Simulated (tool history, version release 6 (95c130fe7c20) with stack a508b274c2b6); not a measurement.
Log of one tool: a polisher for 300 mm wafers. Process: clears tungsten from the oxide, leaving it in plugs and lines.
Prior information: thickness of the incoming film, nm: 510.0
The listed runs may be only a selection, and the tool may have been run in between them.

run	day	flow of slurry (ml/min)	pressure of the wafer on the pad (kPa)	speed of the pad under the wafer (cm/s)	abrasive content of the slurry	overpolish time after the end point (s)	time until the end point was called (s)
1	0	165	29	124	1	32	86.443
2	0.271	165	27.6	124	1	32	93.614
3	0.542	165	27.6	124	0.9	32	95.725
4	0.862	165	26.2	124	0.9	32	97.961
5	1.008	165	19.3	124	0.9	32	135
6	1.308	165	19.3	124	1.1	32	128.54
7	1.483	165	18.6	124	1.1	32	127.98

Predict the results of run 8:
8	1.854	165	17.9	124	1.1	32	?

Run 8 produced time until the end point was called (s) 141.74.
